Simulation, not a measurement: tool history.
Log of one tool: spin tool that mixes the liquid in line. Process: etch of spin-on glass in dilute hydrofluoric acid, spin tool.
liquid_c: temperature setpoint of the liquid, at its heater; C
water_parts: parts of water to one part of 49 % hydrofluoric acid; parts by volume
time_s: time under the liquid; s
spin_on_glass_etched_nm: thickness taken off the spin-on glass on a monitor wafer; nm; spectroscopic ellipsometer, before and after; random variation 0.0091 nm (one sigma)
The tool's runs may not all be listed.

run	day	liquid_c	water_parts	time_s	spin_on_glass_etched_nm
1	0	25	225	15	3.1792
2	0.067	26.5	225	15	3.3488
3	0.208	24.5	235	15	2.9829
4	0.554	24.5	235	15	2.9738
5	0.658	23	240	15	2.7472
6	0.929	21.5	245	15	2.5321
7	1.204	20.5	250	15	2.3829
8	1.396	20	255	15	2.2748

The next listed run, before its measurement:
9	1.471	19.5	255	15	?

Run 9 gave spin_on_glass_etched_nm 2.2318 nm.

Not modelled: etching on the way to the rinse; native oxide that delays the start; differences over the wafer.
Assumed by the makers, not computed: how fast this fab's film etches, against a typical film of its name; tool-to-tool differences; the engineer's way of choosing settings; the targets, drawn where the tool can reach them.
